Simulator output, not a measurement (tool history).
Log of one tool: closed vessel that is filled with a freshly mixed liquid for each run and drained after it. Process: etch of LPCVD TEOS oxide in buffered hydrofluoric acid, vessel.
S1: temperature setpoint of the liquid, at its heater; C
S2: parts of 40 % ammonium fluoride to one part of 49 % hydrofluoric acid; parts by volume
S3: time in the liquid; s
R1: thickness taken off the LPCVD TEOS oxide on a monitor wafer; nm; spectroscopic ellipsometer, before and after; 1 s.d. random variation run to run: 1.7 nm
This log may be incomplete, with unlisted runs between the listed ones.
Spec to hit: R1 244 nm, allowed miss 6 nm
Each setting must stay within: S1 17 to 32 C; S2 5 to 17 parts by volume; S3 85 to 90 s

Run 1, hour 0: S1 25 C, S2 10.5 parts by volume, S3 85 s. Result: R1 192.96 nm.
Run 2, hour 1.8: S1 23 C, S2 10.5 parts by volume, S3 85 s. Result: R1 173.85 nm.
Run 3, hour 4.4: S1 25 C, S2 10.5 parts by volume, S3 85 s. Result: R1 194.56 nm.
Run 4, hour 12.7: S1 25 C, S2 10.5 parts by volume, S3 85 s. Result: R1 192.56 nm.
Run 5, hour 15.1: S1 22 C, S2 10.5 parts by volume, S3 85 s. Result: R1 164.13 nm.
Run 6, hour 19.8: S1 24 C, S2 10.5 parts by volume, S3 85 s. Result: R1 182.95 nm.
Run 7, hour 21.9: S1 25.5 C, S2 10.5 parts by volume, S3 85 s. Result: R1 196.65 nm.
Run 8, hour 26.6: S1 26.5 C, S2 10.5 parts by volume, S3 85 s. Result: R1 207.54 nm.
Run 9, hour 30.4: S1 30 C, S2 10.5 parts by volume, S3 85 s. Result: R1 252.56 nm.

Which of these 5 next moves meets every target?
Run A, hour 34.2: S1 29.5 C, S2 10.5 parts by volume, S3 85 s. Result: R1 ?.
Run B, hour 34.2: S1 32 C, S2 11.5 parts by volume, S3 85 s. Result: R1 ?.
Run C, hour 34.2: S1 29.5 C, S2 10.5 parts by volume, S3 90 s. Result: R1 ?.
Run D, hour 34.2: S1 31 C, S2 11.5 parts by volume, S3 90 s. Result: R1 ?.
Run E, hour 34.2: S1 29.5 C, S2 10 parts by volume, S3 85 s. Result: R1 ?.

move      R1
   A  245.22
   B  255.75
   C  259.65
   D  257.07
   E  257.13
A: in spec on every target
B: its largest miss is bigger than the last run's
C: its largest miss is bigger than the last run's
D: its largest miss is bigger than the last run's
E: its largest miss is bigger than the last run's
A meets every target.
